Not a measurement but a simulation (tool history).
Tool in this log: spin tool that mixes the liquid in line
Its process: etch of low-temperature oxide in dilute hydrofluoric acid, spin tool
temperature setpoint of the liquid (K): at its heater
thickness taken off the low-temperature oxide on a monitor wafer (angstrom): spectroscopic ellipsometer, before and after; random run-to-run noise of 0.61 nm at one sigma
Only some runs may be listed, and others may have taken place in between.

run    day  temperature setpoint of the liquid (K)  parts of water to one part of 49 % hydrofluoric acid (parts by volume)  time under the liquid (s)  thickness taken off the low-temperature oxide on a monitor wafer (angstrom)
  1  0.000                                  294.15                                                                     120                        225                                                                       240.98
  2  0.079                                  296.15                                                                     100                        225                                                                       323.82
  3  0.308                                  298.65                                                                     100                        225                                                                       354.12
  4  0.550                                  298.65                                                                     120                        225                                                                       295.95
  5  0.908                                  298.65                                                                     150                        225                                                                       225.50
  6  1.029                                  298.65                                                                     180                        225                                                                       183.45

The next listed run, before its measurement:
  7  1.125                                  302.15                                                                     130                        235                                                                            ?

thickness taken off the low-temperature oxide on a monitor wafer (angstrom): 321.46
